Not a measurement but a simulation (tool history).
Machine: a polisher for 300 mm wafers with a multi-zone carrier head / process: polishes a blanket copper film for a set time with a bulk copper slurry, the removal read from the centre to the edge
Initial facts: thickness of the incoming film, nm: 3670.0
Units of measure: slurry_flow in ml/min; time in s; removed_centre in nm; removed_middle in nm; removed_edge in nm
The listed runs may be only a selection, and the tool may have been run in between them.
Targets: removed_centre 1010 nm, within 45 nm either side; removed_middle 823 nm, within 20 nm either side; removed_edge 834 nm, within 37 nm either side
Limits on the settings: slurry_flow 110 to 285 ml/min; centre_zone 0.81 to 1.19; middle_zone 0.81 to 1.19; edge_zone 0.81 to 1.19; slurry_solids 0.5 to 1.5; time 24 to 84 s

Run 1, day 0: slurry_flow 180 ml/min, centre_zone 1, middle_zone 1, edge_zone 1, slurry_solids 1, time 54 s. Result: removed_centre 605.52 nm, removed_middle 619.84 nm, removed_edge 616.75 nm.
Run 2, day 0.367: slurry_flow 200 ml/min, centre_zone 1.05, middle_zone 1, edge_zone 1.01, slurry_solids 1.15, time 56 s. Result: removed_centre 693.11 nm, removed_middle 674.38 nm, removed_edge 668.01 nm.
Run 3, day 0.696: slurry_flow 215 ml/min, centre_zone 1.09, middle_zone 0.99, edge_zone 1.02, slurry_solids 1.25, time 58 s. Result: removed_centre 759.97 nm, removed_middle 712.29 nm, removed_edge 720.53 nm.
Run 4, day 0.804: slurry_flow 215 ml/min, centre_zone 1.09, middle_zone 0.99, edge_zone 1.07, slurry_solids 1.25, time 58 s. Result: removed_centre 767.87 nm, removed_middle 709.32 nm, removed_edge 743.44 nm.
Run 5, day 0.946: slurry_flow 185 ml/min, centre_zone 1.09, middle_zone 0.99, edge_zone 1.07, slurry_solids 1.25, time 58 s. Result: removed_centre 754 nm, removed_middle 696.58 nm, removed_edge 707.41 nm.
Run 6, day 1.192: slurry_flow 185 ml/min, centre_zone 1.12, middle_zone 0.98, edge_zone 1.07, slurry_solids 1.3, time 60 s. Result: removed_centre 805.36 nm, removed_middle 722.98 nm, removed_edge 746.24 nm.
Run 7, day 1.538: slurry_flow 195 ml/min, centre_zone 1.14, middle_zone 0.97, edge_zone 1.04, slurry_solids 1.35, time 62 s. Result: removed_centre 866.14 nm, removed_middle 750.08 nm, removed_edge 771.63 nm.
Run 8, day 1.817: slurry_flow 205 ml/min, centre_zone 1.15, middle_zone 0.97, edge_zone 1.03, slurry_solids 1.4, time 63 s. Result: removed_centre 881.62 nm, removed_middle 763.78 nm, removed_edge 774.44 nm.

Which single option among these 5 for the next run brings every result within its allowed miss of target? Just one does.
Run A, day 2.096: slurry_flow 195 ml/min, centre_zone 1.04, middle_zone 1.19, edge_zone 0.87, slurry_solids 1.45, time 56 s. Result: removed_centre ?, removed_middle ?, removed_edge ?.
Run B, day 2.096: slurry_flow 185 ml/min, centre_zone 1.18, middle_zone 0.94, edge_zone 0.96, slurry_solids 1.5, time 69 s. Result: removed_centre ?, removed_middle ?, removed_edge ?.
Run C, day 2.096: slurry_flow 200 ml/min, centre_zone 1.16, middle_zone 0.98, edge_zone 1.02, slurry_solids 1.2, time 58 s. Result: removed_centre ?, removed_middle ?, removed_edge ?.
Run D, day 2.096: slurry_flow 280 ml/min, centre_zone 1, middle_zone 1.1, edge_zone 1.03, slurry_solids 1.4, time 62 s. Result: removed_centre ?, removed_middle ?, removed_edge ?.
Run E, day 2.096: slurry_flow 260 ml/min, centre_zone 0.89, middle_zone 0.9, edge_zone 1.03, slurry_solids 1.35, time 67 s. Result: removed_centre ?, removed_middle ?, removed_edge ?.

move  removed_centre  removed_middle  removed_edge
   A          700.97          805.77         649.8
   B          971.65          809.65        840.65
   C           782.5          685.34        704.74
   D          782.08          868.52        802.89
   E          742.04          781.15         858.8
A: gets the furthest-off result to its target, but another result is out of tolerance
B: each result inside its tolerance
C: lands further from the targets than the last run did
D: carries the result that was furthest off beyond its target, to the other side
E: lands further from the targets than the last run did
The right move is B.
